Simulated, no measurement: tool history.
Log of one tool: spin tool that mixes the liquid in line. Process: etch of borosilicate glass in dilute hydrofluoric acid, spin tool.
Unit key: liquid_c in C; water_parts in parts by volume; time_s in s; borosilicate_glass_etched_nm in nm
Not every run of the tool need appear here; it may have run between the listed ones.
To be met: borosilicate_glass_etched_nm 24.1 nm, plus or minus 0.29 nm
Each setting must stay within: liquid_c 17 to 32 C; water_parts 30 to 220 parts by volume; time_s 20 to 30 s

run  hour  liquid_c  water_parts  time_s  borosilicate_glass_etched_nm
  1     0        24          125      30                        9.9961
  2   2.9        24          165      30                        7.1755
  3   8.9        26          140      30                         9.414
  4  11.7        26          140      30                        9.4464
  5  17.9        26          100      30                         13.98
  6  24.3      27.5           90      30                        16.578
  7  32.1      31.5           70      30                        25.758
       36  -- hydrofluoric acid flow meter replaced
  8    36        31           70      30                        27.606
  9  40.5      30.5           70      30                        27.032
 10  49.4        30           70      30                        26.542
 11  55.8      29.5           70      30                        26.151
 12  59.5        29           70      30                        25.589

Exercise: of the 4 proposed moves below, exactly one satisfies all targets within the stated allowed misses. Which move is it?
  A  63.2      29.5           75      30                             ?
  B  63.2      29.5           65      30                             ?
  C  63.2      28.5           75      30                             ?
  D  63.2      29.5           70      30                             ?

move  borosilicate_glass_etched_nm
   A                        24.159
   B                        28.289
   C                        23.243
   D                        26.075
A: each result inside its tolerance
B: misses by more than the last run did
C: takes the biggest miss from the last run beyond its target
D: misses by more than the last run did
Correct choice: A, which meets every target
